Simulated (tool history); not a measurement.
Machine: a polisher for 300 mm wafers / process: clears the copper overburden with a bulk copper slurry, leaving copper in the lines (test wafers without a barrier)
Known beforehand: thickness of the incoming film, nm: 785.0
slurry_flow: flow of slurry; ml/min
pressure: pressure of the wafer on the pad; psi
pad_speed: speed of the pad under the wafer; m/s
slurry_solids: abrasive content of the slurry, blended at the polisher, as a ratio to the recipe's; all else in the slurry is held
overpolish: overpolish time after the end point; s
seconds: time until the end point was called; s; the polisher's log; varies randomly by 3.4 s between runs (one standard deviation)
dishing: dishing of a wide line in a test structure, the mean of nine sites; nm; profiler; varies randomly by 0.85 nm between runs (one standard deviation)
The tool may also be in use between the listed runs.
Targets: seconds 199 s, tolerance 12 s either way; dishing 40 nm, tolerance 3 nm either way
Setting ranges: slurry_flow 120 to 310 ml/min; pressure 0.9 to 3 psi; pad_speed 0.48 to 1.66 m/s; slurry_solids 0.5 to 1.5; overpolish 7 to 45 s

run  hour  slurry_flow  pressure  pad_speed  slurry_solids  overpolish  seconds  dishing
  1     0          200       1.9       1.06              1          23   118.47   91.832
  2     7          170       1.9       1.06              1          23   119.09   94.363
  3  11.5          175       1.7       1.04              1          20   132.74   75.974
  4  12.8          160       1.7       1.04              1          20   136.17   76.174
     15.5  -- head pressure recalibrated
  5  15.5          160       1.7       1.24              1          20   120.76   81.967
  6  16.2          160       1.7       1.24              1          14    121.5    66.78
  7  22.5          160       1.1        1.1              1           9   184.96   29.432
  8  23.5          155       1.1       1.08              1          11   191.36   34.485

Which single option among these 5 for the next run brings every result within its allowed miss of target? Just one does.
  A  24.5          130       1.1       0.88            1.1          16        ?        ?
  B  24.5          145       1.1       1.08           0.95          10        ?        ?
  C  24.5          275       0.9       0.96           0.95          20        ?        ?
  D  24.5          170         1        1.1              1          16        ?        ?
  E  24.5          125       1.5       0.86           0.95          13        ?        ?

move  seconds  dishing
   A   239.37    40.85
   B   199.95   32.043
   C   234.69   48.699
   D    202.7   46.315
   E   201.63   40.426
A: meets the target for the result that was furthest off, but another lies outside its allowed miss
B: further off than the last run
C: carries the result that was furthest off beyond its target, to the other side
D: carries the result that was furthest off beyond its target, to the other side
E: every result within its allowed miss
E is the move that brings every result within its allowed miss.
